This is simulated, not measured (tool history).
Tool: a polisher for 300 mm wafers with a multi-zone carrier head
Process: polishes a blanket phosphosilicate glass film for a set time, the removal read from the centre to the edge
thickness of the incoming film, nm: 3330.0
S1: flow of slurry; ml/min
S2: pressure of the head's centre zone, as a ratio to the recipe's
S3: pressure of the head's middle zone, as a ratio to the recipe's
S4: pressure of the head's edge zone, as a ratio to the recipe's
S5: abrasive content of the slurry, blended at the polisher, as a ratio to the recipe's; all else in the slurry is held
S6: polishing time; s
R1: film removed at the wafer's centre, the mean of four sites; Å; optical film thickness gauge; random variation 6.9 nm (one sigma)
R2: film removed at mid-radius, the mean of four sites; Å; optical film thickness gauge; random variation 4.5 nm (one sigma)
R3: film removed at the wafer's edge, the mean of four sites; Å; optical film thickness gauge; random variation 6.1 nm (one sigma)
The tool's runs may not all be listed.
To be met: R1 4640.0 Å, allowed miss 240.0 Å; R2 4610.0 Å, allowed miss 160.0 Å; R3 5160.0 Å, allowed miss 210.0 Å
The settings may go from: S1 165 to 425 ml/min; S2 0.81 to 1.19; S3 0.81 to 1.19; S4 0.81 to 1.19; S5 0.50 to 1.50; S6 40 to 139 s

| run | hour | S1 | S2 | S3 | S4 | S5 | S6 | R1 | R2 | R3 |
|---|---|---|---|---|---|---|---|---|---|---|
| 1 | 0.0 | 275 | 1.00 | 1.00 | 1.00 | 1.00 | 89 | 7569.8 | 7222.3 | 7586.1 |
| 2 | 2.0 | 275 | 1.07 | 1.00 | 1.00 | 1.00 | 89 | 8089.9 | 7268.9 | 7605.5 |
| 3 | 8.2 | 270 | 1.02 | 0.98 | 0.99 | 0.90 | 87 | 7090.8 | 6585.2 | 7040.7 |
| 4 | 17.0 | 270 | 0.99 | 0.96 | 0.97 | 0.80 | 85 | 6329.0 | 6072.7 | 6298.3 |
| 5 | 21.5 | 265 | 0.96 | 0.93 | 0.97 | 0.75 | 85 | 5765.0 | 5763.3 | 6208.5 |
| 6 | 30.5 | 265 | 0.96 | 0.91 | 0.96 | 0.70 | 85 | 5875.1 | 5452.9 | 5994.4 |
|  | 35.3 | slurry nozzle cleaned |
| 7 | 35.3 | 260 | 0.93 | 0.89 | 0.94 | 0.65 | 85 | 5454.5 | 5168.0 | 5732.3 |
| 8 | 42.2 | 255 | 0.91 | 0.88 | 0.92 | 0.65 | 85 | 5422.5 | 5194.0 | 5736.9 |

5 next moves are on the table. One of them brings every result within its allowed miss. Which?
| A | 49.1 | 205 | 1.09 | 1.11 | 0.81 | 0.50 | 99 | ? | ? | ? |
| B | 49.1 | 245 | 0.95 | 0.96 | 0.84 | 0.65 | 96 | ? | ? | ? |
| C | 49.1 | 325 | 1.12 | 1.07 | 0.81 | 0.50 | 96 | ? | ? | ? |
| D | 49.1 | 220 | 0.86 | 0.86 | 0.88 | 0.50 | 92 | ? | ? | ? |
| E | 49.1 | 325 | 1.01 | 1.09 | 0.81 | 0.60 | 78 | ? | ? | ? |

| move | R1 | R2 | R3 |
|---|---|---|---|
| A | 6317.8 | 6056.0 | 5383.5 |
| B | 6375.4 | 6184.1 | 6282.0 |
| C | 6584.4 | 5932.2 | 5389.5 |
| D | 4692.0 | 4590.7 | 5220.6 |
| E | 5399.1 | 5466.7 | 4885.6 |
A: further off than the last run
B: further off than the last run
C: further off than the last run
D: meets every target
E: further off than the last run
Answer: D
